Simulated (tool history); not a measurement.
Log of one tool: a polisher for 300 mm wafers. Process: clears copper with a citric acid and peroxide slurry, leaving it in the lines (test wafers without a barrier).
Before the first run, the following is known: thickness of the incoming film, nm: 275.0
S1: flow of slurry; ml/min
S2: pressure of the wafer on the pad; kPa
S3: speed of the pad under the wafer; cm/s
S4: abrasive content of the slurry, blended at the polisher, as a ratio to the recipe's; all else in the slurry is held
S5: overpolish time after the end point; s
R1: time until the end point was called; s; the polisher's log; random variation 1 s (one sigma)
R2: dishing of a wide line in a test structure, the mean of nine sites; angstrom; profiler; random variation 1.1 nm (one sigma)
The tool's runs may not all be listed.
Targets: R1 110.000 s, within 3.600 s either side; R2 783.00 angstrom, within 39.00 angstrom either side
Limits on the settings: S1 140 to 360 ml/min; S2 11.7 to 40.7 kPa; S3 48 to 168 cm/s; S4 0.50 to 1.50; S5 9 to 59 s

run,hour,S1,S2,S3,S4,S5,R1,R2
1,0.0,230,26.2,108,1.00,30,75.165,730.44
2,7.6,225,24.1,108,1.00,34,80.710,771.02
3,8.5,225,22.1,108,1.00,37,89.593,728.74
4,9.6,170,22.1,108,1.00,37,92.700,708.64
5,12.2,165,21.4,108,1.00,40,94.425,737.73
6,20.8,165,21.4,108,1.00,30,96.440,601.04
7,27.3,160,20.7,108,1.00,35,98.025,648.76
8,35.3,160,17.2,106,1.00,49,119.590,701.91
9,39.4,165,17.9,106,1.00,49,116.410,746.98
10,40.7,170,17.9,106,1.00,49,113.810,749.61
11,44.2,175,17.9,106,1.00,49,115.090,746.32

5 next moves are on the table. One of them brings every result within its allowed miss. Which?
A,47.7,210,17.2,100,1.00,48,?,?
B,47.7,185,20.7,90,1.25,43,?,?
C,47.7,155,19.3,98,1.00,45,?,?
D,47.7,145,19.3,96,0.90,46,?,?
E,47.7,195,24.1,86,0.75,50,?,?

move,R1,R2
A,122.300,685.86
B,109.550,697.83
C,117.840,678.66
D,125.200,658.47
E,111.380,784.77
A: moves away from the targets compared with the last run
B: meets the target for the result that was furthest off, but another lies outside its allowed miss
C: moves away from the targets compared with the last run
D: moves away from the targets compared with the last run
E: hits every target within its allowed miss
Move E is the one to make.
